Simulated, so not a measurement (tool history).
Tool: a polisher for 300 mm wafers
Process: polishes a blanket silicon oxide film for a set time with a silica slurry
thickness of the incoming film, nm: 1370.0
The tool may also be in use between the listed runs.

run,hour,flow of slurry (ml/min),pressure of the wafer on the pad (kPa),speed of the pad under the wafer (cm/s),abrasive content of the slurry,polishing time (s),film removed (Å)
1,0,155,34.5,108,1,63,2463.6
2,6.3,160,36.5,108,1,63,2596.7
3,10.6,165,38.6,108,1,63,2693.7
4,11.2,165,38.6,108,0.9,63,2673.5
5,18.2,165,40.7,108,0.9,63,2722
6,19.5,165,40.7,108,0.9,63,2732
7,22.3,170,42.7,108,0.9,63,2863.8
8,31.3,180,52.4,110,0.9,63,3516.7
9,33.2,180,53.1,112,0.9,63,3622

Run 10 comes next. What will it give?
10,35.7,185,53.8,116,0.9,63,?

Run 10 gave film removed (Å) 3786.7.
